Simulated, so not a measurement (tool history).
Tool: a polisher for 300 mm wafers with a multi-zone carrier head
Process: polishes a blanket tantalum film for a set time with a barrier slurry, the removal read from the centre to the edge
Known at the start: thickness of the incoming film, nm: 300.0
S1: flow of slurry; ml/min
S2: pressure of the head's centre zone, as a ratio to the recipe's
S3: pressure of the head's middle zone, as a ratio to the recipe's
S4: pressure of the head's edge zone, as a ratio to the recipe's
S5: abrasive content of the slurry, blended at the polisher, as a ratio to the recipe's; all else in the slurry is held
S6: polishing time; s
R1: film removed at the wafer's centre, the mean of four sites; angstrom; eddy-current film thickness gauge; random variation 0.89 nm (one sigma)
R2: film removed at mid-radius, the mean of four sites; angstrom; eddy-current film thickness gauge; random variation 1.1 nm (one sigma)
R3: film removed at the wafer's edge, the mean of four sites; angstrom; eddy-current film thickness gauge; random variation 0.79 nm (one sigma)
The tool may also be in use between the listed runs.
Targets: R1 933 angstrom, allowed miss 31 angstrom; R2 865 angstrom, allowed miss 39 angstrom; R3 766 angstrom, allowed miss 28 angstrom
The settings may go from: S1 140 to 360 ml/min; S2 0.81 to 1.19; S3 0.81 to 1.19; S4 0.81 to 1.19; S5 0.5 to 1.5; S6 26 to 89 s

{"run": 1, "hour": 0.0, "S1": 230, "S2": 1, "S3": 1, "S4": 1, "S5": 1, "S6": 57, "R1": 1121.8, "R2": 1114, "R3": 1086.1}
{"run": 2, "hour": 8.5, "S1": 230, "S2": 1, "S3": 1, "S4": 1, "S5": 0.9, "S6": 57, "R1": 1106.1, "R2": 1060.1, "R3": 1061.5}
{"run": 3, "hour": 15.6, "S1": 230, "S2": 0.94, "S3": 1, "S4": 1, "S5": 0.9, "S6": 57, "R1": 996.07, "R2": 1063.8, "R3": 1065.6}
{"run": 4, "hour": 21.1, "S1": 230, "S2": 0.94, "S3": 1, "S4": 1, "S5": 0.9, "S6": 66, "R1": 1162.2, "R2": 1234.6, "R3": 1238}
{"run": 5, "hour": 26.7, "S1": 230, "S2": 0.94, "S3": 1, "S4": 1, "S5": 0.7, "S6": 66, "R1": 1104.6, "R2": 1148.6, "R3": 1122.5}
{"run": 6, "hour": 29.1, "S1": 185, "S2": 0.94, "S3": 1, "S4": 1, "S5": 0.7, "S6": 66, "R1": 1051.7, "R2": 1126.3, "R3": 1128.1}
{"run": 7, "hour": 35.3, "S1": 185, "S2": 0.94, "S3": 1, "S4": 1, "S5": 0.7, "S6": 66, "R1": 1040.2, "R2": 1121.2, "R3": 1099.2}
{"run": 8, "hour": 38.1, "S1": 190, "S2": 0.96, "S3": 1, "S4": 0.97, "S5": 0.65, "S6": 63, "R1": 996.59, "R2": 1018.2, "R3": 1025.1}
{"run": 9, "hour": 46.7, "S1": 210, "S2": 0.98, "S3": 1.03, "S4": 0.95, "S5": 0.6, "S6": 60, "R1": 954.63, "R2": 975.5, "R3": 923.5}
{"run": 10, "hour": 54.3, "S1": 210, "S2": 0.98, "S3": 1.03, "S4": 0.95, "S5": 0.6, "S6": 60, "R1": 957.77, "R2": 974.94, "R3": 944.96}
{"run": 11, "hour": 58.3, "S1": 210, "S2": 0.98, "S3": 1.03, "S4": 0.95, "S5": 0.6, "S6": 60, "R1": 947.21, "R2": 989.97, "R3": 932.87}
{"run": 12, "hour": 61.6, "S1": 215, "S2": 1, "S3": 1.03, "S4": 0.93, "S5": 0.6, "S6": 59, "R1": 960.21, "R2": 955.85, "R3": 914.44}
{"run": 13, "hour": 65.5, "S1": 220, "S2": 1.02, "S3": 1.04, "S4": 0.91, "S5": 0.6, "S6": 58, "R1": 965.61, "R2": 958.9, "R3": 895.52}
{"run": 14, "hour": 74.1, "S1": 210, "S2": 1.11, "S3": 1.03, "S4": 0.81, "S5": 0.5, "S6": 52, "R1": 853.94, "R2": 776.29, "R3": 709.84}
{"run": 15, "hour": 77.9, "S1": 225, "S2": 1.11, "S3": 1.04, "S4": 0.82, "S5": 0.5, "S6": 52, "R1": 882.94, "R2": 799.09, "R3": 717.03}
{"run": 16, "hour": 86.4, "S1": 225, "S2": 1.11, "S3": 1.04, "S4": 0.82, "S5": 0.5, "S6": 52, "R1": 866.73, "R2": 796.98, "R3": 717.68}
{"run": 17, "hour": 91.3, "S1": 235, "S2": 1.11, "S3": 1.05, "S4": 0.83, "S5": 0.5, "S6": 52, "R1": 865.42, "R2": 808.64, "R3": 734.68}
{"run": 18, "hour": 92.3, "S1": 240, "S2": 1.13, "S3": 1.06, "S4": 0.83, "S5": 0.5, "S6": 52, "R1": 890.89, "R2": 822.4, "R3": 733.27}

Which of these 5 next moves meets every target?
{"run": "A", "hour": 93.3, "S1": 310, "S2": 1.12, "S3": 0.92, "S4": 0.87, "S5": 0.6, "S6": 52, "R1": "?", "R2": "?", "R3": "?"}
{"run": "B", "hour": 93.3, "S1": 245, "S2": 1.08, "S3": 1.09, "S4": 0.83, "S5": 0.5, "S6": 49, "R1": "?", "R2": "?", "R3": "?"}
{"run": "C", "hour": 93.3, "S1": 190, "S2": 1.15, "S3": 1.09, "S4": 0.87, "S5": 0.8, "S6": 46, "R1": "?", "R2": "?", "R3": "?"}
{"run": "D", "hour": 93.3, "S1": 175, "S2": 1.06, "S3": 1.02, "S4": 0.81, "S5": 0.5, "S6": 61, "R1": "?", "R2": "?", "R3": "?"}
{"run": "E", "hour": 93.3, "S1": 245, "S2": 1.14, "S3": 1, "S4": 0.83, "S5": 0.55, "S6": 50, "R1": "?", "R2": "?", "R3": "?"}

move=A R1=1004 R2=804.8 R3=815.06
move=B R1=822.85 R2=781.31 R3=684.25
move=C R1=959.35 R2=857.52 R3=770.03
move=D R1=960.88 R2=887.08 R3=820.17
move=E R1=924.41 R2=777.31 R3=729.2
A: takes the result that was furthest off past its target
B: further off than the last run
C: meets every target
D: brings the result that was furthest off to its target, and leaves another outside
E: brings the result that was furthest off to its target, and leaves another outside
The right move is C.
